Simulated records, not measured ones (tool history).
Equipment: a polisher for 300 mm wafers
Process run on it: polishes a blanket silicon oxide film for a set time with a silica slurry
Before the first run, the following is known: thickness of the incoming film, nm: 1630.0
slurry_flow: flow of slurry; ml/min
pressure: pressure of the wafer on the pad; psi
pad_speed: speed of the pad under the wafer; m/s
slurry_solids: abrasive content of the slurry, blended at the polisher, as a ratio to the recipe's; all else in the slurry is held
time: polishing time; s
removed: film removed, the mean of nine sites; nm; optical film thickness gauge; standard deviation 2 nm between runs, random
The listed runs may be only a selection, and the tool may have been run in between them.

run	day	slurry_flow	pressure	pad_speed	slurry_solids	time	removed
1	0.000	125	4.8	1.12	1.0	61	178.74
2	0.046	125	5.8	1.12	1.0	61	200.61
3	0.412	125	5.8	1.02	1.0	61	188.13
4	0.492	125	5.8	1.18	1.0	61	207.22
5	0.638	150	5.8	1.18	1.0	61	213.80
6	0.729	120	5.8	1.18	1.0	61	205.06
7	0.967	120	5.6	1.18	1.0	61	199.38
8	1.029	120	5.4	1.18	1.0	61	194.10
9	1.217	120	5.3	1.18	1.0	61	194.25
10	1.500	120	5.3	1.18	1.0	61	196.36

Estimate the outcome of run 11 from the log above:
11	1.683	120	5.1	1.18	1.0	61	?

{"run 11": {"removed": 189.99}}
